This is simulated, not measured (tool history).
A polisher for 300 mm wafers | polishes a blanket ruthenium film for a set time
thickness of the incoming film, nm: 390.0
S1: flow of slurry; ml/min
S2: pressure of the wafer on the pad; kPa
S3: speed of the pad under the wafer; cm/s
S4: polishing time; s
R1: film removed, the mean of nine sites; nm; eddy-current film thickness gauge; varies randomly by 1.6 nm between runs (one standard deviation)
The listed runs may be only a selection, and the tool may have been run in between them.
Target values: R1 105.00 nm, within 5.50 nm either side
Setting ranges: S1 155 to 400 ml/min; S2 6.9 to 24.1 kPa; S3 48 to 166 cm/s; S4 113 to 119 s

{"run": 1, "hour": 0.0, "S1": 255, "S2": 15.2, "S3": 106, "S4": 113, "R1": 160.93}
{"run": 2, "hour": 7.2, "S1": 230, "S2": 15.2, "S3": 106, "S4": 113, "R1": 164.87}
{"run": 3, "hour": 12.1, "S1": 190, "S2": 15.2, "S3": 106, "S4": 113, "R1": 160.06}
{"run": 4, "hour": 15.5, "S1": 190, "S2": 15.2, "S3": 128, "S4": 113, "R1": 187.84}
{"run": 5, "hour": 16.6, "S1": 190, "S2": 13.8, "S3": 126, "S4": 113, "R1": 167.53}
{"run": 6, "hour": 21.7, "S1": 190, "S2": 11.0, "S3": 126, "S4": 113, "R1": 147.49}
{"run": 7, "hour": 24.7, "S1": 190, "S2": 10.3, "S3": 122, "S4": 113, "R1": 134.78}
{"run": 8, "hour": 28.5, "S1": 190, "S2": 9.7, "S3": 120, "S4": 113, "R1": 125.61}
{"run": 9, "hour": 29.5, "S1": 190, "S2": 9.0, "S3": 120, "S4": 113, "R1": 116.25}

Exercise: of the 5 proposed moves below, exactly one satisfies all targets within the stated allowed misses. Which move is it?
{"run": "A", "hour": 30.5, "S1": 230, "S2": 9.0, "S3": 118, "S4": 115, "R1": "?"}
{"run": "B", "hour": 30.5, "S1": 155, "S2": 8.3, "S3": 128, "S4": 116, "R1": "?"}
{"run": "C", "hour": 30.5, "S1": 195, "S2": 11.7, "S3": 100, "S4": 113, "R1": "?"}
{"run": "D", "hour": 30.5, "S1": 155, "S2": 9.0, "S3": 106, "S4": 114, "R1": "?"}
{"run": "E", "hour": 30.5, "S1": 275, "S2": 9.0, "S3": 120, "S4": 119, "R1": "?"}

move=A R1=122.35
move=B R1=119.17
move=C R1=125.43
move=D R1=104.72
move=E R1=130.87
A: its largest miss is bigger than the last run's
B: its largest miss is bigger than the last run's
C: its largest miss is bigger than the last run's
D: every result lands within tolerance
E: its largest miss is bigger than the last run's
Go with D: it meets all targets.
